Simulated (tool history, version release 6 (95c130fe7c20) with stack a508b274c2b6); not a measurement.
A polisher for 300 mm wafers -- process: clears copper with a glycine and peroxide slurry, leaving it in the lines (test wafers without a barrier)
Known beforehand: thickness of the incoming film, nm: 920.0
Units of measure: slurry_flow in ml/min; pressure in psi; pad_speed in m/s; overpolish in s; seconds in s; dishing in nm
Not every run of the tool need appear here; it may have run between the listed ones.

Run 1, day 0.000: slurry_flow 285 ml/min, pressure 3.4 psi, pad_speed 1.00 m/s, overpolish 21 s. Result: seconds 176.27 s, dishing 75.594 nm.
Run 2, day 0.246: slurry_flow 285 ml/min, pressure 3.6 psi, pad_speed 1.00 m/s, overpolish 20 s. Result: seconds 171.38 s, dishing 74.918 nm.
Run 3, day 0.425: slurry_flow 230 ml/min, pressure 3.6 psi, pad_speed 1.00 m/s, overpolish 20 s. Result: seconds 169.90 s, dishing 73.960 nm.
Run 4, day 0.600: slurry_flow 295 ml/min, pressure 3.6 psi, pad_speed 1.00 m/s, overpolish 20 s. Result: seconds 171.72 s, dishing 72.856 nm.
Run 5, day 0.921: slurry_flow 295 ml/min, pressure 3.8 psi, pad_speed 1.00 m/s, overpolish 20 s. Result: seconds 166.42 s, dishing 77.500 nm.
Run 6, day 1.188: slurry_flow 295 ml/min, pressure 4.5 psi, pad_speed 1.00 m/s, overpolish 20 s. Result: seconds 145.51 s, dishing 81.784 nm.
Run 7, day 1.504: slurry_flow 295 ml/min, pressure 4.5 psi, pad_speed 1.00 m/s, overpolish 20 s. Result: seconds 151.10 s, dishing 81.930 nm.

Predict the results of run 8:
Run 8, day 1.871: slurry_flow 295 ml/min, pressure 4.6 psi, pad_speed 1.00 m/s, overpolish 20 s. Result: seconds ?, dishing ?.

For run 8 the tool returned seconds 144.81 s, dishing 80.181 nm.

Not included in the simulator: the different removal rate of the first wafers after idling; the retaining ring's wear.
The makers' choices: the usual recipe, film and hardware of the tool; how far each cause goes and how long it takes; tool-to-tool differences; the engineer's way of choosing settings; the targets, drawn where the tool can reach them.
